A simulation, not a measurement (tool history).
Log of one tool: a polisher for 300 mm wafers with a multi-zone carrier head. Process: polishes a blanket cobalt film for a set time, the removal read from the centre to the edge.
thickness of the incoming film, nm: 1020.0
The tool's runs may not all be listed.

| run | hour | flow of slurry (ml/min) | pressure of the head's centre zone | pressure of the head's middle zone | pressure of the head's edge zone | polishing time (s) | film removed at the wafer's centre (nm) | film removed at mid-radius (nm) | film removed at the wafer's edge (nm) |
|---|---|---|---|---|---|---|---|---|---|
| 1 | 0.0 | 275 | 1.00 | 1.00 | 1.00 | 39 | 216.24 | 210.69 | 218.26 |
| 2 | 7.8 | 275 | 1.00 | 0.99 | 0.98 | 36 | 197.46 | 196.73 | 198.39 |
| 3 | 11.0 | 275 | 1.00 | 0.92 | 0.98 | 36 | 200.90 | 184.11 | 197.42 |
| 4 | 18.4 | 275 | 1.00 | 0.92 | 0.98 | 41 | 223.49 | 214.15 | 226.48 |
| 5 | 27.1 | 275 | 1.00 | 0.92 | 1.01 | 41 | 225.28 | 204.46 | 230.30 |
| 6 | 34.6 | 275 | 1.00 | 0.88 | 1.01 | 41 | 229.19 | 202.54 | 228.68 |

Run 7 comes next. What will it give?
|  | 41.2 | slurry nozzle cleaned |
| 7 | 41.2 | 275 | 1.00 | 0.87 | 0.99 | 38 | ? | ? | ? |

{"run 7": {"film removed at the wafer's centre (nm)": 220.42, "film removed at mid-radius (nm)": 189.9, "film removed at the wafer's edge (nm)": 221.18}}
